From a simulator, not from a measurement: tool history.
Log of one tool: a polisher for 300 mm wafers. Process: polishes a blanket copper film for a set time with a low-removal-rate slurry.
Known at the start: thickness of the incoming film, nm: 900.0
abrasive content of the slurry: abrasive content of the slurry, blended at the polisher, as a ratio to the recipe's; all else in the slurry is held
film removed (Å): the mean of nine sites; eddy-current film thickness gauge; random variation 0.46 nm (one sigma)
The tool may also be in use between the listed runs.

run,day,flow of slurry (ml/min),pressure of the wafer on the pad (kPa),speed of the pad under the wafer (m/s),abrasive content of the slurry,polishing time (s),film removed (Å)
1,0.000,160,16.5,1.26,1.0,44,1063.10
2,0.358,160,16.5,1.26,1.0,46,1117.90
3,0.379,160,16.5,1.26,1.0,46,1122.50
4,0.642,160,15.2,1.20,1.0,46,982.31
5,1.008,160,13.8,1.16,1.0,46,898.90
6,1.092,160,9.7,1.16,1.0,46,653.28
7,1.300,160,9.0,1.12,1.0,46,613.07

The next listed run, before its measurement:
8,1.458,160,9.0,1.08,1.0,46,?

{"run 8": {"film removed (Å)": 586.9}}

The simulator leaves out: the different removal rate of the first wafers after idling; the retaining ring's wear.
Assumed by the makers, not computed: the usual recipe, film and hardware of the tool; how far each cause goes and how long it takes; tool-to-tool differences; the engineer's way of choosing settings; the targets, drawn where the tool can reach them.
